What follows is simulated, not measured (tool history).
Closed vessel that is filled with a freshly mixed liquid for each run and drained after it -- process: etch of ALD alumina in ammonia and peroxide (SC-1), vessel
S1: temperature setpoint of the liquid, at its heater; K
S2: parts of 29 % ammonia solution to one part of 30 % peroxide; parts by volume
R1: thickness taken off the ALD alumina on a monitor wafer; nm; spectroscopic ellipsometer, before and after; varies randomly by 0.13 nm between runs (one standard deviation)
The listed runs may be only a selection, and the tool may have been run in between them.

Run 1, hour 0.0: S1 335.15 K, S2 0.40 parts by volume, time in the liquid (s) 105. Result: R1 9.5204 nm.
Run 2, hour 0.6: S1 337.15 K, S2 0.40 parts by volume, time in the liquid (s) 105. Result: R1 10.4660 nm.
Run 3, hour 8.6: S1 337.15 K, S2 0.45 parts by volume, time in the liquid (s) 105. Result: R1 10.6860 nm.
Run 4, hour 16.4: S1 338.65 K, S2 0.45 parts by volume, time in the liquid (s) 105. Result: R1 11.6150 nm.
Run 5, hour 22.2: S1 333.15 K, S2 0.45 parts by volume, time in the liquid (s) 105. Result: R1 8.6871 nm.
Run 6, hour 30.4: S1 333.15 K, S2 0.35 parts by volume, time in the liquid (s) 105. Result: R1 8.5283 nm.
Run 7, hour 34.0: S1 335.65 K, S2 0.35 parts by volume, time in the liquid (s) 105. Result: R1 9.6394 nm.

Run 8, settings as shown, results not yet in. Your forecast:
Run 8, hour 35.2: S1 337.65 K, S2 0.35 parts by volume, time in the liquid (s) 105. Result: R1 ?.

R1: 10.6690 nm

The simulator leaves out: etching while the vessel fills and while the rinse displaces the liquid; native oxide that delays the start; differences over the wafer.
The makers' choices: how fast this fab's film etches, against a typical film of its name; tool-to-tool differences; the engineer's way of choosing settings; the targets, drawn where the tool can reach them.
